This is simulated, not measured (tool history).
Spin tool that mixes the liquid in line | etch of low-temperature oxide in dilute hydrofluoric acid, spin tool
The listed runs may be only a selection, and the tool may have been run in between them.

| run | hour | temperature setpoint of the liquid (C) | parts of water to one part of 49 % hydrofluoric acid (parts by volume) | time under the liquid (s) | thickness taken off the low-temperature oxide on a monitor wafer (nm) |
|---|---|---|---|---|---|
| 1 | 0 | 25 | 120 | 310 | 60.254 |
| 2 | 4.5 | 27.5 | 120 | 310 | 66.795 |
| 3 | 5.5 | 27.5 | 120 | 330 | 71.306 |
| 4 | 12.3 | 27.5 | 120 | 330 | 70.085 |
| 5 | 17.7 | 27.5 | 120 | 310 | 66.077 |
| 6 | 19.2 | 27.5 | 85 | 310 | 99.112 |

Predict the results of run 7:
| 7 | 25.7 | 27 | 85 | 310 | ? |

For run 7 the tool returned thickness taken off the low-temperature oxide on a monitor wafer (nm) 95.97.
